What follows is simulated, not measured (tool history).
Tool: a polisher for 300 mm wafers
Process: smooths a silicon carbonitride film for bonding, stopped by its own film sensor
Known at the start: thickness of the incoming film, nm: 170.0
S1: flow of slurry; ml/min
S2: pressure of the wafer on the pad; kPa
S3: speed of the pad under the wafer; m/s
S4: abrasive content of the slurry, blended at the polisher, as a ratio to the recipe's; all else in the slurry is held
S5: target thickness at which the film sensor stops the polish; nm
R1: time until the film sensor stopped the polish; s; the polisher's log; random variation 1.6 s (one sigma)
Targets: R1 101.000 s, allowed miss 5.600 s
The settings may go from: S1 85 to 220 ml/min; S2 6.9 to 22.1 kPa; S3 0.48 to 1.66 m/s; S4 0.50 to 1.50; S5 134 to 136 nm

run 1 day=0.000 | S1=140 S2=14.5 S3=1.06 S4=1.00 S5=136 | R1=155.570
run 2 day=0.171 | S1=140 S2=15.9 S3=1.08 S4=1.00 S5=136 | R1=139.520
run 3 day=0.271 | S1=140 S2=16.5 S3=1.10 S4=1.00 S5=136 | R1=135.020
run 4 day=0.617 | S1=140 S2=16.5 S3=1.24 S4=1.00 S5=136 | R1=124.200
run 5 day=0.871 | S1=140 S2=17.2 S3=1.24 S4=1.00 S5=136 | R1=118.980
run 6 day=0.896 | S1=140 S2=17.9 S3=1.24 S4=1.00 S5=136 | R1=114.760
run 7 day=1.071 | S1=140 S2=17.9 S3=1.24 S4=1.00 S5=136 | R1=113.610
run 8 day=1.312 | S1=140 S2=18.6 S3=1.24 S4=1.00 S5=136 | R1=112.670
run 9 day=1.358 | S1=140 S2=19.3 S3=1.24 S4=1.00 S5=136 | R1=106.950

Which of these 4 next moves meets every target?
run A day=1.404 | S1=145 S2=20.0 S3=1.12 S4=1.00 S5=135 | R1=?
run B day=1.404 | S1=160 S2=21.4 S3=1.26 S4=1.00 S5=134 | R1=?
run C day=1.404 | S1=130 S2=19.3 S3=1.26 S4=0.90 S5=135 | R1=?
run D day=1.404 | S1=135 S2=18.6 S3=1.22 S4=0.95 S5=136 | R1=?

move=A R1=112.220
move=B R1=98.186
move=C R1=115.390
move=D R1=114.750
A: further off than the last run
B: meets every target
C: further off than the last run
D: further off than the last run
Move B is the one to make.

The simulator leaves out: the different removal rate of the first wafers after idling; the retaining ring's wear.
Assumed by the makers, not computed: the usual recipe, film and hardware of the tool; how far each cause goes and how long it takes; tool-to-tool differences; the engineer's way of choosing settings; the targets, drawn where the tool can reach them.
